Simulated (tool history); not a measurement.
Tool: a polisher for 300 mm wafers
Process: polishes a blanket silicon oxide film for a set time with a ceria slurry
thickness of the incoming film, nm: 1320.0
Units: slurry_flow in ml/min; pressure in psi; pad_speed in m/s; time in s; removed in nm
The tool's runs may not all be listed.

run	day	slurry_flow	pressure	pad_speed	time	removed
1	0.000	225	3.5	1.34	66	458.63
2	0.250	225	3.0	1.26	66	373.88
3	0.604	225	2.6	1.20	66	312.28
4	0.662	200	2.6	1.20	66	306.61
5	1.029	150	2.6	1.20	66	301.36
6	1.062	150	2.6	1.34	66	317.62
7	1.233	150	2.3	1.32	66	282.75

Forecast run 8:
8	1.600	150	2.3	1.32	66	?

removed: 279.45 nm

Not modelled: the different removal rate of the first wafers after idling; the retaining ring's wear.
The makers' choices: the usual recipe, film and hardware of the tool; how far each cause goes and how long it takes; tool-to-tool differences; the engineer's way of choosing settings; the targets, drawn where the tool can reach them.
